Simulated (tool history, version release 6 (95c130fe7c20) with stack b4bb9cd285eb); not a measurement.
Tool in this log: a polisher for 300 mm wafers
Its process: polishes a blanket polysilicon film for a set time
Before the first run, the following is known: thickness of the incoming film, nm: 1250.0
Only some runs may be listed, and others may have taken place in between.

| run | hour | flow of slurry (ml/min) | pressure of the wafer on the pad (psi) | speed of the pad under the wafer (m/s) | polishing time (s) | film removed (Å) |
|---|---|---|---|---|---|---|
| 1 | 0 | 180 | 2.3 | 0.8 | 47 | 2254.6 |
| 2 | 7.9 | 210 | 2.3 | 0.8 | 47 | 2347.4 |
| 3 | 10.4 | 200 | 2.3 | 0.8 | 47 | 2336.6 |
| 4 | 11.6 | 200 | 2.7 | 0.8 | 47 | 2674.1 |
| 5 | 20 | 200 | 3.1 | 0.8 | 47 | 3053.9 |
| 6 | 28.4 | 175 | 3.1 | 0.8 | 47 | 2978.8 |
| 7 | 29.5 | 170 | 2.9 | 0.8 | 47 | 2761.2 |
| 8 | 32 | 165 | 2.7 | 0.8 | 47 | 2543.9 |
| 9 | 36.3 | 160 | 2.6 | 0.8 | 47 | 2452.6 |
| 10 | 45.2 | 155 | 2.5 | 0.8 | 47 | 2357.5 |
| 11 | 48 | 145 | 2 | 0.8 | 47 | 1838.8 |

Expected results for the next run?
| 12 | 50.5 | 150 | 2 | 0.8 | 47 | ? |

film removed (Å): 1873.3

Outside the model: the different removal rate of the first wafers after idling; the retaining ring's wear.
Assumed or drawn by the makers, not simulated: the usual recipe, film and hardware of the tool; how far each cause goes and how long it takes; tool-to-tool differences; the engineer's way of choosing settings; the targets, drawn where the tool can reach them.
